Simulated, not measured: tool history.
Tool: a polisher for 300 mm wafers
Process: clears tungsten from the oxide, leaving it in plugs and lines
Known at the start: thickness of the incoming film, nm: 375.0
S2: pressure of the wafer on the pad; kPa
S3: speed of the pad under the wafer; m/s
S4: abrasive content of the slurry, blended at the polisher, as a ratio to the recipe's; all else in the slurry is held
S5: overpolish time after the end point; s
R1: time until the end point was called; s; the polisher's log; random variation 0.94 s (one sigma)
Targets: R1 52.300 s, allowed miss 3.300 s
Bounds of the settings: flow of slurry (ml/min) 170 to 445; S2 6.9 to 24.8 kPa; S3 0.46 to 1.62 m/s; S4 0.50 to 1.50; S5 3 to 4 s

run 1 day=0.000 | flow_of_slurry_(ml/min)=285 S2=15.9 S3=1.04 S4=1.00 S5=4 | R1=94.781
run 2 day=0.262 | flow_of_slurry_(ml/min)=285 S2=18.6 S3=1.06 S4=1.00 S5=4 | R1=82.002
run 3 day=0.521 | flow_of_slurry_(ml/min)=285 S2=22.8 S3=1.06 S4=1.00 S5=4 | R1=69.612
run 4 day=0.588 | flow_of_slurry_(ml/min)=285 S2=24.8 S3=1.06 S4=1.00 S5=4 | R1=62.619
run 5 day=0.908 | flow_of_slurry_(ml/min)=285 S2=22.1 S3=1.06 S4=1.00 S5=4 | R1=71.229
run 6 day=1.262 | flow_of_slurry_(ml/min)=285 S2=22.8 S3=1.12 S4=1.00 S5=4 | R1=64.662
run 7 day=1.308 | flow_of_slurry_(ml/min)=285 S2=23.4 S3=1.16 S4=1.00 S5=4 | R1=60.780
run 8 day=1.483 | flow_of_slurry_(ml/min)=285 S2=24.1 S3=1.20 S4=1.00 S5=4 | R1=57.432
run 9 day=1.596 | flow_of_slurry_(ml/min)=285 S2=24.1 S3=1.22 S4=1.00 S5=4 | R1=56.787
run 10 day=1.804 | flow_of_slurry_(ml/min)=285 S2=24.1 S3=1.24 S4=1.00 S5=4 | R1=56.520

Which of these 4 next moves meets every target?
run A day=2.012 | flow_of_slurry_(ml/min)=285 S2=23.4 S3=1.14 S4=0.95 S5=4 | R1=?
run B day=2.012 | flow_of_slurry_(ml/min)=245 S2=24.1 S3=1.36 S4=0.90 S5=4 | R1=?
run C day=2.012 | flow_of_slurry_(ml/min)=345 S2=24.8 S3=1.14 S4=0.95 S5=4 | R1=?
run D day=2.012 | flow_of_slurry_(ml/min)=270 S2=24.8 S3=1.10 S4=1.10 S5=4 | R1=?

move=A R1=65.139
move=B R1=55.062
move=C R1=60.873
move=D R1=62.281
A: further off than the last run
B: meets every target
C: further off than the last run
D: further off than the last run
The right move is B.
